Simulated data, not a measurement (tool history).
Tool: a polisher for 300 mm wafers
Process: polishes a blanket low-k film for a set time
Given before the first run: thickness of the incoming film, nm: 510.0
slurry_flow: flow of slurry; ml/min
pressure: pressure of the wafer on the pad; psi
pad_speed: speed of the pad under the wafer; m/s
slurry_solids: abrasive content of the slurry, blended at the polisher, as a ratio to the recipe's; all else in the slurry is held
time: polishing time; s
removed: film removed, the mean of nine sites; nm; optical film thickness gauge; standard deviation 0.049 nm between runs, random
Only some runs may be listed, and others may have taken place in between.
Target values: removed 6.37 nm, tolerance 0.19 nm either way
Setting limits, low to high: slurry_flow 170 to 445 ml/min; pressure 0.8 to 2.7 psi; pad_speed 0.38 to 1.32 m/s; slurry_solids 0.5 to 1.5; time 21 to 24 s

run 1 hour=0 | slurry_flow=285 pressure=1.7 pad_speed=0.84 slurry_solids=1 time=24 | removed=8.9179
run 2 hour=6.2 | slurry_flow=285 pressure=1.7 pad_speed=0.84 slurry_solids=1.1 time=24 | removed=9.2731
run 3 hour=14.6 | slurry_flow=345 pressure=1.7 pad_speed=0.84 slurry_solids=1.1 time=24 | removed=9.5273
run 4 hour=18.6 | slurry_flow=345 pressure=1.7 pad_speed=0.84 slurry_solids=1.1 time=24 | removed=9.4981
run 5 hour=26.3 | slurry_flow=345 pressure=1.7 pad_speed=0.84 slurry_solids=0.95 time=24 | removed=8.946
run 6 hour=27.3 | slurry_flow=345 pressure=1.7 pad_speed=0.7 slurry_solids=0.95 time=24 | removed=7.5661
run 7 hour=29.1 | slurry_flow=345 pressure=1.6 pad_speed=0.7 slurry_solids=0.95 time=24 | removed=7.1979
run 8 hour=33 | slurry_flow=340 pressure=1.5 pad_speed=0.7 slurry_solids=0.95 time=24 | removed=6.7178
run 9 hour=40.9 | slurry_flow=335 pressure=1.5 pad_speed=0.7 slurry_solids=0.95 time=24 | removed=6.7296

Which single option among these 4 for the next run brings every result within its allowed miss of target? Just one does.
run A hour=48.8 | slurry_flow=330 pressure=1.3 pad_speed=0.88 slurry_solids=0.9 time=24 | removed=?
run B hour=48.8 | slurry_flow=330 pressure=1.6 pad_speed=0.62 slurry_solids=1 time=24 | removed=?
run C hour=48.8 | slurry_flow=255 pressure=1.3 pad_speed=0.98 slurry_solids=0.85 time=23 | removed=?
run D hour=48.8 | slurry_flow=320 pressure=1.5 pad_speed=0.7 slurry_solids=1 time=22 | removed=?

move=A removed=6.8224
move=B removed=6.6501
move=C removed=6.7529
move=D removed=6.2956
A: moves away from the targets compared with the last run
B: an improvement on the last run, though not all results are within tolerance
C: moves away from the targets compared with the last run
D: every result lands within tolerance
The right move is D.
